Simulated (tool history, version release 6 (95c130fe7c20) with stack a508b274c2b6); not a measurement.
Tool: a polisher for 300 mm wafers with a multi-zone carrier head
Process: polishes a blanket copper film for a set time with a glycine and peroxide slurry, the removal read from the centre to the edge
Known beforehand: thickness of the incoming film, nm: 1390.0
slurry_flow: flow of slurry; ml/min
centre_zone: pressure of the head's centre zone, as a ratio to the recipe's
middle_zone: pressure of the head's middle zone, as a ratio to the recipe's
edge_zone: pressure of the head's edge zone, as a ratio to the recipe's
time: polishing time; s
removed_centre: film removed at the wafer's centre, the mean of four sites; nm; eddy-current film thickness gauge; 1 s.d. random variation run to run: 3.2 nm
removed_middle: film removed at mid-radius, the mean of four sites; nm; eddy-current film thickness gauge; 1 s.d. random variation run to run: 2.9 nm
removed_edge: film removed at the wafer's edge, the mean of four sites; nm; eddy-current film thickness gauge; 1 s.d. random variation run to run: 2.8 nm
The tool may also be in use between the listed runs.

| run | hour | slurry_flow | centre_zone | middle_zone | edge_zone | time | removed_centre | removed_middle | removed_edge |
|---|---|---|---|---|---|---|---|---|---|
| 1 | 0 | 155 | 1 | 1 | 1 | 37 | 223.25 | 227.79 | 227.93 |
| 2 | 3.8 | 170 | 1.05 | 1 | 1 | 37 | 239.2 | 236.35 | 230.66 |
| 3 | 8.9 | 170 | 1.11 | 1 | 1 | 37 | 251.67 | 232.74 | 231.05 |
| 4 | 10.2 | 170 | 1.15 | 1 | 1 | 37 | 264.01 | 230.51 | 234.92 |
| 5 | 14.1 | 170 | 1.15 | 0.93 | 1 | 37 | 259.98 | 217.72 | 234.57 |
| 6 | 21.7 | 170 | 1.15 | 0.88 | 1 | 37 | 263.69 | 209.46 | 234.57 |
| 7 | 26.9 | 185 | 1.16 | 0.91 | 0.99 | 37 | 266.59 | 220.21 | 236.55 |
| 8 | 28.6 | 190 | 1.17 | 0.92 | 0.97 | 38 | 277.45 | 223.53 | 239.13 |
| 9 | 35.1 | 195 | 1.18 | 0.94 | 0.97 | 38 | 283.86 | 234.21 | 237.42 |

Run 10 has not been measured yet. What should we expect?
| 10 | 41.7 | 200 | 1.18 | 0.95 | 0.98 | 38 | ? | ? | ? |

removed_centre: 284.15 nm
removed_middle: 235.31 nm
removed_edge: 244.44 nm
